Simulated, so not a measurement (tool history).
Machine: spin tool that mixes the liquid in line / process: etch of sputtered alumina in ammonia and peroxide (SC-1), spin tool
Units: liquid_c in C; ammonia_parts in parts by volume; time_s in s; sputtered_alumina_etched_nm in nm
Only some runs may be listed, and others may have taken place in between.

run  hour  liquid_c  ammonia_parts  time_s  sputtered_alumina_etched_nm
  1     0        49            0.9     315                       15.835
  2   3.2        49           1.05     315                       16.163
  3   7.8        48           1.05     315                       15.409
  4  13.7        48            1.2     315                       15.494
  5  16.7        48            1.2     335                        16.54
  6  24.7        48            1.2     315                       15.661
  7  25.9        47            1.2     315                       14.742
  8  26.7      46.5            1.2     315                       14.286

Run 9 has not been measured yet. What should we expect?
  9  34.2        46            1.2     315                            ?

sputtered_alumina_etched_nm: 14.076 nm
